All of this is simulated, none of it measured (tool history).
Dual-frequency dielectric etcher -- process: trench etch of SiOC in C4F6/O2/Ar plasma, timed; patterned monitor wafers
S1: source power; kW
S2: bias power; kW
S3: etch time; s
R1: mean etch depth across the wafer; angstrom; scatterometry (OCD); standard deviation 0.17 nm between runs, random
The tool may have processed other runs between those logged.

run 1 day=0 | S1=0.26 S2=0.232 S3=24.5 | R1=508.99
run 2 day=0.342 | S1=0.27 S2=0.233 S3=24.5 | R1=515.71
run 3 day=0.471 | S1=0.28 S2=0.234 S3=24.5 | R1=522.01
run 4 day=0.829 | S1=0.28 S2=0.204 S3=24.5 | R1=494.07
run 5 day=1.125 | S1=0.28 S2=0.184 S3=24.5 | R1=470.27
run 6 day=1.183 | S1=0.24 S2=0.184 S3=24.5 | R1=438.96
run 7 day=1.55 | S1=0.26 S2=0.189 S3=24.5 | R1=458.1

Run 8 has not been measured yet. What should we expect?
run 8 day=1.683 | S1=0.28 S2=0.193 S3=24.5 | R1=?

R1: 478.66 angstrom
